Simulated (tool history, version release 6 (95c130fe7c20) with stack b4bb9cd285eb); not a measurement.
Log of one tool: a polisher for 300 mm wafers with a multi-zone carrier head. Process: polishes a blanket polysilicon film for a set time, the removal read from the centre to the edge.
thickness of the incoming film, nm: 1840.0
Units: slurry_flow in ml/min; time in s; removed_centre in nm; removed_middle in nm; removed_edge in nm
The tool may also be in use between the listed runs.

Run 1, hour 0.0: slurry_flow 140 ml/min, centre_zone 1.00, middle_zone 1.00, edge_zone 1.00, time 87 s. Result: removed_centre 593.51 nm, removed_middle 594.64 nm, removed_edge 612.20 nm.
Run 2, hour 2.5: slurry_flow 140 ml/min, centre_zone 1.00, middle_zone 1.00, edge_zone 1.00, time 104 s. Result: removed_centre 708.34 nm, removed_middle 709.06 nm, removed_edge 731.20 nm.
Run 3, hour 10.9: slurry_flow 135 ml/min, centre_zone 1.03, middle_zone 0.95, edge_zone 0.95, time 81 s. Result: removed_centre 569.00 nm, removed_middle 521.45 nm, removed_edge 538.51 nm.
Run 4, hour 12.6: slurry_flow 125 ml/min, centre_zone 1.03, middle_zone 0.90, edge_zone 0.93, time 69 s. Result: removed_centre 474.55 nm, removed_middle 426.70 nm, removed_edge 460.54 nm.
Run 5, hour 20.1: slurry_flow 125 ml/min, centre_zone 1.03, middle_zone 0.90, edge_zone 0.90, time 69 s. Result: removed_centre 468.95 nm, removed_middle 411.24 nm, removed_edge 459.58 nm.
Run 6, hour 23.0: slurry_flow 130 ml/min, centre_zone 1.06, middle_zone 0.90, edge_zone 0.88, time 60 s. Result: removed_centre 429.83 nm, removed_middle 373.31 nm, removed_edge 384.10 nm.
Run 7, hour 31.1: slurry_flow 125 ml/min, centre_zone 1.07, middle_zone 0.87, edge_zone 0.86, time 57 s. Result: removed_centre 403.96 nm, removed_middle 339.37 nm, removed_edge 371.08 nm.
Run 8, hour 34.9: slurry_flow 110 ml/min, centre_zone 1.15, middle_zone 0.88, edge_zone 0.81, time 48 s. Result: removed_centre 351.76 nm, removed_middle 276.45 nm, removed_edge 288.03 nm.
Run 9, hour 42.0: slurry_flow 120 ml/min, centre_zone 1.13, middle_zone 0.87, edge_zone 0.83, time 48 s. Result: removed_centre 353.62 nm, removed_middle 287.15 nm, removed_edge 300.48 nm.
Run 10, hour 45.4: slurry_flow 120 ml/min, centre_zone 1.13, middle_zone 0.87, edge_zone 0.83, time 48 s. Result: removed_centre 353.69 nm, removed_middle 282.66 nm, removed_edge 296.15 nm.

Run 11 comes next. What will it give?
Run 11, hour 51.4: slurry_flow 130 ml/min, centre_zone 1.12, middle_zone 0.86, edge_zone 0.86, time 49 s. Result: removed_centre ?, removed_middle ?, removed_edge ?.

Run 11 gave removed_centre 369.61 nm, removed_middle 293.31 nm, removed_edge 318.90 nm.

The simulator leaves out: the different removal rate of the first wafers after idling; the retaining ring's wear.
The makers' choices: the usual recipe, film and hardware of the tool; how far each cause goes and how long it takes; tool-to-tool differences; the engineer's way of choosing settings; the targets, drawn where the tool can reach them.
